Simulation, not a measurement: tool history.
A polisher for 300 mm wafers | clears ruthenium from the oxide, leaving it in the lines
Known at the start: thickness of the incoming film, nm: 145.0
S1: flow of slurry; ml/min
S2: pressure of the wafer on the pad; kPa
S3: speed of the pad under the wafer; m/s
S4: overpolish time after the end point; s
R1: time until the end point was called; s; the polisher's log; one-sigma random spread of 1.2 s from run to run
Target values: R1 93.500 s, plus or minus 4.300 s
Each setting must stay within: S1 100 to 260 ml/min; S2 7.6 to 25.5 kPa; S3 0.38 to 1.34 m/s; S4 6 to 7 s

run,hour,S1,S2,S3,S4,R1
1,0.0,165,16.5,0.86,7,131.080
2,5.4,165,17.2,0.86,7,128.780
3,13.0,130,17.2,0.86,7,132.820
4,16.4,130,17.9,0.86,7,127.460
5,22.0,130,18.6,0.86,7,117.850
6,26.8,135,20.0,0.86,7,113.280
7,31.7,135,20.7,0.86,7,111.500
8,39.6,135,21.4,0.86,7,106.420

5 next moves are on the table. One of them brings every result within its allowed miss. Which?
A,47.5,135,22.1,0.82,7,?
B,47.5,120,22.8,0.94,6,?
C,47.5,155,20.7,0.88,7,?
D,47.5,175,20.7,0.86,7,?
E,47.5,145,20.7,0.86,7,?

move,R1
A,106.720
B,94.564
C,105.820
D,106.200
E,108.600
A: no better and no worse than the last run
B: each result inside its tolerance
C: no better and no worse than the last run
D: no better and no worse than the last run
E: lands further from the targets than the last run did
The move that meets every target is B.
